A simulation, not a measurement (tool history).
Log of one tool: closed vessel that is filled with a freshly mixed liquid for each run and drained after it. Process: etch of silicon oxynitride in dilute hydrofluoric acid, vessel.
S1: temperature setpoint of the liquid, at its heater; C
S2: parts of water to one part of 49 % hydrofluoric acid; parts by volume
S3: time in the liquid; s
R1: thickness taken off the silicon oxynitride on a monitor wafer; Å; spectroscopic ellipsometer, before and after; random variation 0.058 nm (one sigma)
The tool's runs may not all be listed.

| run | hour | S1 | S2 | S3 | R1 |
|---|---|---|---|---|---|
| 1 | 0.0 | 25.0 | 60 | 135 | 57.265 |
| 2 | 8.1 | 26.5 | 60 | 135 | 61.066 |
| 3 | 13.4 | 26.5 | 45 | 135 | 82.661 |
| 4 | 15.2 | 26.5 | 55 | 135 | 66.892 |
| 5 | 22.1 | 28.5 | 50 | 135 | 81.212 |
|  | 26.1 | thermometer replaced |
| 6 | 26.1 | 28.5 | 50 | 60 | 37.978 |
| 7 | 35.0 | 25.0 | 45 | 60 | 36.025 |
| 8 | 40.5 | 27.5 | 40 | 85 | 65.138 |
| 9 | 47.3 | 29.0 | 35 | 85 | 80.236 |

The next listed run, before its measurement:
| 10 | 56.6 | 30.0 | 35 | 85 | ? |

{"run 10": {"R1": 84.892}}

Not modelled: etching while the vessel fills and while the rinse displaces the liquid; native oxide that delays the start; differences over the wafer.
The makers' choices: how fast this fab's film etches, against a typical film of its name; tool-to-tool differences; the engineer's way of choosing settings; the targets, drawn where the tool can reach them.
